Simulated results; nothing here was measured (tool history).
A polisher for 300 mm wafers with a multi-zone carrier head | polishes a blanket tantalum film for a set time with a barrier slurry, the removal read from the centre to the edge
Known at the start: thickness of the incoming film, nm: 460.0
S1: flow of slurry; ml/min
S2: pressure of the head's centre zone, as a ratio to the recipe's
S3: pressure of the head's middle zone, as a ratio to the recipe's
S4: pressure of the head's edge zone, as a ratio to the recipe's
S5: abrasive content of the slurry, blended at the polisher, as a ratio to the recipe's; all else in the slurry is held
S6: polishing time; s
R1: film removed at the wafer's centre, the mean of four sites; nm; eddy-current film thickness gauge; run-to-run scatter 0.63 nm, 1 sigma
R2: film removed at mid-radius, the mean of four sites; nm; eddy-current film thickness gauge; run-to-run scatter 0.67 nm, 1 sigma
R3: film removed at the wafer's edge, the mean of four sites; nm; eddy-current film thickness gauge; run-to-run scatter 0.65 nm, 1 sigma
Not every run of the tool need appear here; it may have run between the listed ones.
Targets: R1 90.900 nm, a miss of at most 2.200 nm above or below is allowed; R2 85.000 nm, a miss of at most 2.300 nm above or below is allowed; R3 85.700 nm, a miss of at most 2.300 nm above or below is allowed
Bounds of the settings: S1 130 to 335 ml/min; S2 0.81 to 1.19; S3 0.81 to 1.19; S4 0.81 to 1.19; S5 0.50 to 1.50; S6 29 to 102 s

run 1 hour=0.0 | S1=215 S2=1.00 S3=1.00 S4=1.00 S5=1.00 S6=65 | R1=110.450 R2=110.720 R3=115.360
run 2 hour=6.5 | S1=215 S2=1.00 S3=0.99 S4=0.98 S5=0.95 S6=64 | R1=107.810 R2=107.260 R3=110.820
run 3 hour=9.2 | S1=210 S2=1.00 S3=0.98 S4=0.96 S5=0.90 S6=64 | R1=105.860 R2=106.610 R3=107.680
run 4 hour=16.1 | S1=210 S2=1.00 S3=1.05 S4=0.96 S5=0.90 S6=64 | R1=106.770 R2=111.070 R3=107.850
run 5 hour=19.0 | S1=210 S2=1.00 S3=1.05 S4=0.96 S5=0.80 S6=64 | R1=102.780 R2=108.240 R3=104.300
run 6 hour=23.1 | S1=205 S2=1.00 S3=1.03 S4=0.95 S5=0.75 S6=64 | R1=100.780 R2=103.690 R3=102.830
run 7 hour=27.9 | S1=205 S2=1.00 S3=1.03 S4=0.95 S5=0.75 S6=64 | R1=101.290 R2=103.870 R3=102.170
run 8 hour=29.9 | S1=200 S2=1.00 S3=1.02 S4=0.94 S5=0.70 S6=64 | R1=97.573 R2=100.320 R3=99.249
run 9 hour=30.7 | S1=195 S2=1.00 S3=1.01 S4=0.93 S5=0.70 S6=64 | R1=98.739 R2=100.190 R3=99.069
run 10 hour=39.5 | S1=190 S2=1.00 S3=1.00 S4=0.92 S5=0.65 S6=64 | R1=96.208 R2=96.305 R3=94.052
run 11 hour=42.5 | S1=185 S2=1.00 S3=0.99 S4=0.92 S5=0.65 S6=64 | R1=95.948 R2=95.172 R3=94.349
run 12 hour=44.9 | S1=180 S2=1.00 S3=0.98 S4=0.91 S5=0.65 S6=64 | R1=93.457 R2=93.772 R3=93.142
run 13 hour=50.7 | S1=175 S2=1.01 S3=0.97 S4=0.90 S5=0.65 S6=64 | R1=96.561 R2=91.502 R3=93.409
run 14 hour=53.3 | S1=170 S2=1.01 S3=0.97 S4=0.89 S5=0.65 S6=64 | R1=95.237 R2=93.091 R3=93.480
run 15 hour=58.3 | S1=170 S2=1.01 S3=0.96 S4=0.88 S5=0.65 S6=64 | R1=94.232 R2=90.071 R3=92.763
run 16 hour=67.0 | S1=170 S2=1.01 S3=0.96 S4=0.87 S5=0.65 S6=64 | R1=94.535 R2=91.319 R3=90.969
run 17 hour=71.4 | S1=140 S2=1.00 S3=0.90 S4=0.81 S5=0.60 S6=64 | R1=86.450 R2=81.216 R3=84.637
run 18 hour=76.5 | S1=145 S2=1.00 S3=0.90 S4=0.81 S5=0.60 S6=64 | R1=88.014 R2=81.116 R3=84.949
run 19 hour=84.5 | S1=150 S2=1.00 S3=0.90 S4=0.81 S5=0.60 S6=64 | R1=88.026 R2=82.198 R3=85.384
run 20 hour=85.2 | S1=155 S2=1.00 S3=0.90 S4=0.81 S5=0.60 S6=64 | R1=89.492 R2=81.696 R3=86.773

Of the 4 settings listed for the next run, only one would bring every result within its allowed miss of target. Which one?
run A hour=85.9 | S1=160 S2=0.97 S3=0.92 S4=0.81 S5=0.65 S6=66 | R1=? R2=? R3=?
run B hour=85.9 | S1=140 S2=1.02 S3=0.93 S4=0.81 S5=0.65 S6=64 | R1=? R2=? R3=?
run C hour=85.9 | S1=180 S2=0.99 S3=0.82 S4=0.84 S5=0.55 S6=65 | R1=? R2=? R3=?
run D hour=85.9 | S1=195 S2=1.04 S3=0.87 S4=0.86 S5=1.00 S6=52 | R1=? R2=? R3=?

move=A R1=91.643 R2=89.086 R3=89.772
move=B R1=90.289 R2=84.493 R3=85.132
move=C R1=90.024 R2=77.796 R3=87.165
move=D R1=90.473 R2=77.925 R3=83.708
A: takes the result that was furthest off past its target
B: all results land within tolerance of their targets
C: its largest miss is bigger than the last run's
D: its largest miss is bigger than the last run's
Go with B: it meets all targets.
